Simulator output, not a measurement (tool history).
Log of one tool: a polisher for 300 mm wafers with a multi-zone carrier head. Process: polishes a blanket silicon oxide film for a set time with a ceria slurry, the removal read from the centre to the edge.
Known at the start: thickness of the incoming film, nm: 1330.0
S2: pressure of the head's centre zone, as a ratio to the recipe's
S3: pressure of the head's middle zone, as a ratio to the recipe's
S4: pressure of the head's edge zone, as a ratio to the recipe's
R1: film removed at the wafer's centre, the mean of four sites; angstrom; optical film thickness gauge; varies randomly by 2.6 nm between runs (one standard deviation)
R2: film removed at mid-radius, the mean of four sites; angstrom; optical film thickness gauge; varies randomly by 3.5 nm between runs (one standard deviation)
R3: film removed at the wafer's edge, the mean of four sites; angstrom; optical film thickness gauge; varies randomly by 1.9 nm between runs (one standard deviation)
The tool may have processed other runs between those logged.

run 1 hour=0.0 | flow_of_slurry_(ml/min)=210 S2=1.00 S3=1.00 S4=1.00 polishing_time_(s)=65 | R1=4541.5 R2=4573.2 R3=4558.3
run 2 hour=0.8 | flow_of_slurry_(ml/min)=200 S2=0.96 S3=0.97 S4=0.97 polishing_time_(s)=59 | R1=3944.7 R2=4185.8 R3=4022.2
run 3 hour=5.4 | flow_of_slurry_(ml/min)=225 S2=0.96 S3=0.97 S4=0.97 polishing_time_(s)=59 | R1=3996.4 R2=4094.3 R3=4071.1
run 4 hour=12.3 | flow_of_slurry_(ml/min)=225 S2=0.96 S3=1.03 S4=0.97 polishing_time_(s)=59 | R1=4044.4 R2=4354.9 R3=4140.1
run 5 hour=17.6 | flow_of_slurry_(ml/min)=230 S2=0.93 S3=0.99 S4=0.98 polishing_time_(s)=54 | R1=3539.1 R2=3907.4 R3=3756.9
run 6 hour=25.1 | flow_of_slurry_(ml/min)=240 S2=0.92 S3=0.95 S4=0.99 polishing_time_(s)=50 | R1=3258.9 R2=3422.8 R3=3509.8
run 7 hour=25.8 | flow_of_slurry_(ml/min)=240 S2=0.90 S3=0.93 S4=0.98 polishing_time_(s)=48 | R1=3121.1 R2=3261.7 R3=3383.7

Estimate the outcome of run 8 from the log above:
run 8 hour=27.2 | flow_of_slurry_(ml/min)=235 S2=0.88 S3=0.91 S4=0.97 polishing_time_(s)=46 | R1=? R2=? R3=?

R1: 2908.5 angstrom
R2: 3170.6 angstrom
R3: 3208.4 angstrom
